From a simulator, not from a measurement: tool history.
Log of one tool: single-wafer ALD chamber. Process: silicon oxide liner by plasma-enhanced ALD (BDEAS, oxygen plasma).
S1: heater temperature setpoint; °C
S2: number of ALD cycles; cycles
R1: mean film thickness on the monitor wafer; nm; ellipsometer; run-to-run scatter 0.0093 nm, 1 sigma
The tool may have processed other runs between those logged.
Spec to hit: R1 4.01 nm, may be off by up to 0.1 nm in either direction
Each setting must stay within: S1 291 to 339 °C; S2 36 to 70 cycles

Run 1, hour 0: S1 315 °C, S2 53 cycles. Result: R1 5.208 nm.
Run 2, hour 5.4: S1 306 °C, S2 53 cycles. Result: R1 5.2814 nm.
Run 3, hour 12.3: S1 299 °C, S2 53 cycles. Result: R1 5.3428 nm.
Run 4, hour 14.2: S1 291 °C, S2 53 cycles. Result: R1 5.5062 nm.
Run 5, hour 22.8: S1 291 °C, S2 53 cycles. Result: R1 5.4795 nm.
Run 6, hour 27.4: S1 292 °C, S2 51 cycles. Result: R1 5.2515 nm.
At hour 29.9: thermocouple changed; heater temperature recalibrated.
Run 7, hour 29.9: S1 293 °C, S2 49 cycles. Result: R1 5.1355 nm.
Run 8, hour 35.3: S1 305 °C, S2 41 cycles. Result: R1 4.1222 nm.

Which one of the following 5 next-run settings gets every result inside its allowed miss? There is exactly one.
Run A, hour 40.7: S1 299 °C, S2 39 cycles. Result: R1 ?.
Run B, hour 40.7: S1 295 °C, S2 41 cycles. Result: R1 ?.
Run C, hour 40.7: S1 309 °C, S2 43 cycles. Result: R1 ?.
Run D, hour 40.7: S1 308 °C, S2 43 cycles. Result: R1 ?.
Run E, hour 40.7: S1 301 °C, S2 43 cycles. Result: R1 ?.

move      R1
   A   3.983
   B  4.2562
   C  4.2906
   D  4.2975
   E  4.3553
A: all results in spec
B: misses by more than the last run did
C: misses by more than the last run did
D: misses by more than the last run did
E: misses by more than the last run did
Answer: A

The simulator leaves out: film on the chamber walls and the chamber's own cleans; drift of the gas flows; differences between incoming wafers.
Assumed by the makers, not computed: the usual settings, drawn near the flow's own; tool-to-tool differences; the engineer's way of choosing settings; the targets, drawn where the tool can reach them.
